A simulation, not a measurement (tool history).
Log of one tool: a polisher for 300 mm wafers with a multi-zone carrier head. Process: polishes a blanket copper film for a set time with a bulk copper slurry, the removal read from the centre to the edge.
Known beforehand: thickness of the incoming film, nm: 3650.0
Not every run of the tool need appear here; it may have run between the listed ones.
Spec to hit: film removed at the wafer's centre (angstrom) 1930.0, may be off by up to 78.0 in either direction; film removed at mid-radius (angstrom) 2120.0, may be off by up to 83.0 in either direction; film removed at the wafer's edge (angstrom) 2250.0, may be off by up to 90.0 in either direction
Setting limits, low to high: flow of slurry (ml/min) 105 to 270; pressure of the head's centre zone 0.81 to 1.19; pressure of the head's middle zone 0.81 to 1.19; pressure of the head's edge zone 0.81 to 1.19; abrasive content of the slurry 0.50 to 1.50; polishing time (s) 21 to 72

run	hour	flow of slurry (ml/min)	pressure of the head's centre zone	pressure of the head's middle zone	pressure of the head's edge zone	abrasive content of the slurry	polishing time (s)	film removed at the wafer's centre (angstrom)	film removed at mid-radius (angstrom)	film removed at the wafer's edge (angstrom)
1	0.0	175	1.00	1.00	1.00	1.00	46	3715.9	3693.5	3718.8
2	4.2	175	1.00	1.00	1.00	1.10	46	3797.4	3815.0	3686.7
3	9.8	145	1.00	1.00	1.00	1.10	46	3636.6	3757.3	3695.1
4	18.1	145	1.00	1.00	1.00	0.95	46	3535.2	3603.2	3602.3
5	19.3	140	0.96	0.98	0.97	0.80	41	2866.8	3031.7	2996.4
6	22.0	135	0.93	0.94	0.96	0.70	39	2562.4	2643.6	2671.9
7	29.4	130	0.90	0.92	0.97	0.65	38	2413.6	2542.0	2603.8
# hour 30.8: worn pad replaced by a new one
8	30.8	115	0.81	0.85	0.97	0.50	32	1846.5	2059.3	2262.4

5 next moves are on the table. One of them brings every result within its allowed miss. Which?
A	32.2	115	0.84	0.88	0.92	0.50	32	?	?	?
B	32.2	120	0.87	0.81	0.97	0.55	30	?	?	?
C	32.2	135	0.83	0.97	0.92	0.50	32	?	?	?
D	32.2	155	0.82	0.95	0.92	0.60	30	?	?	?
E	32.2	125	0.88	0.83	0.92	0.60	30	?	?	?

move	film removed at the wafer's centre (angstrom)	film removed at mid-radius (angstrom)	film removed at the wafer's edge (angstrom)
A	1876.7	2145.5	2239.0
B	1875.9	1932.5	2211.0
C	1910.1	2387.3	2277.2
D	1885.3	2338.0	2257.0
E	1949.7	2023.3	2208.7
A: every result lands within tolerance
B: the furthest-off result lands on target, but another misses its tolerance
C: the furthest-off result lands on target, but another misses its tolerance
D: the furthest-off result lands on target, but another misses its tolerance
E: the furthest-off result lands on target, but another misses its tolerance
Correct choice: A, which meets every target
